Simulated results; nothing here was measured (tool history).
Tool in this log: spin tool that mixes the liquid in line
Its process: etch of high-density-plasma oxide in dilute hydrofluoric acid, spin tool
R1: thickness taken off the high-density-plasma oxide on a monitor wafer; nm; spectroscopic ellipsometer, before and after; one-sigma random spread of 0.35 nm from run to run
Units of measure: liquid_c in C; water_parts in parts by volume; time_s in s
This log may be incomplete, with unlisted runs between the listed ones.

Run 1, hour 0: liquid_c 22 C, water_parts 55 parts by volume, time_s 330 s. Result: R1 36.082 nm.
Run 2, hour 5.9: liquid_c 24.5 C, water_parts 50 parts by volume, time_s 330 s. Result: R1 44.26 nm.
Run 3, hour 14.2: liquid_c 26 C, water_parts 45 parts by volume, time_s 330 s. Result: R1 52.531 nm.
Run 4, hour 21.2: liquid_c 26 C, water_parts 55 parts by volume, time_s 330 s. Result: R1 42.529 nm.
Run 5, hour 24.4: liquid_c 26 C, water_parts 45 parts by volume, time_s 330 s. Result: R1 52.845 nm.
Run 6, hour 30.5: liquid_c 29 C, water_parts 45 parts by volume, time_s 330 s. Result: R1 59.419 nm.
Run 7, hour 35: liquid_c 29.5 C, water_parts 45 parts by volume, time_s 330 s. Result: R1 60.875 nm.

Run 8 has not been measured yet. What should we expect?
Run 8, hour 38.4: liquid_c 30 C, water_parts 45 parts by volume, time_s 330 s. Result: R1 ?.

R1: 61.89 nm
